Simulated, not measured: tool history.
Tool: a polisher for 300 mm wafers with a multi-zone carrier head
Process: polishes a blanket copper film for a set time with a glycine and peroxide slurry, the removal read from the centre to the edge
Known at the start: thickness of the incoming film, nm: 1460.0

| run | hour | flow of slurry (ml/min) | pressure of the head's centre zone | pressure of the head's middle zone | pressure of the head's edge zone | polishing time (s) | film removed at the wafer's centre (Å) | film removed at mid-radius (Å) | film removed at the wafer's edge (Å) |
|---|---|---|---|---|---|---|---|---|---|
| 1 | 0.0 | 185 | 1.00 | 1.00 | 1.00 | 33 | 2273.0 | 2309.4 | 2304.5 |
| 2 | 0.8 | 180 | 0.99 | 0.98 | 0.98 | 33 | 2256.1 | 2371.2 | 2323.3 |
| 3 | 6.0 | 180 | 0.99 | 0.97 | 0.99 | 32 | 2200.9 | 2212.8 | 2256.6 |
| 4 | 6.8 | 175 | 0.99 | 0.96 | 0.99 | 31 | 2124.4 | 2114.0 | 2170.8 |
| 5 | 13.3 | 175 | 0.99 | 0.96 | 1.07 | 31 | 2116.7 | 2208.7 | 2206.5 |
| 6 | 21.0 | 205 | 0.99 | 0.96 | 1.07 | 31 | 2141.0 | 2158.9 | 2204.6 |

The next listed run, before its measurement:
| 7 | 27.6 | 205 | 0.99 | 0.96 | 1.07 | 30 | ? | ? | ? |

film removed at the wafer's centre (Å): 2070.8
film removed at mid-radius (Å): 2113.6
film removed at the wafer's edge (Å): 2140.3

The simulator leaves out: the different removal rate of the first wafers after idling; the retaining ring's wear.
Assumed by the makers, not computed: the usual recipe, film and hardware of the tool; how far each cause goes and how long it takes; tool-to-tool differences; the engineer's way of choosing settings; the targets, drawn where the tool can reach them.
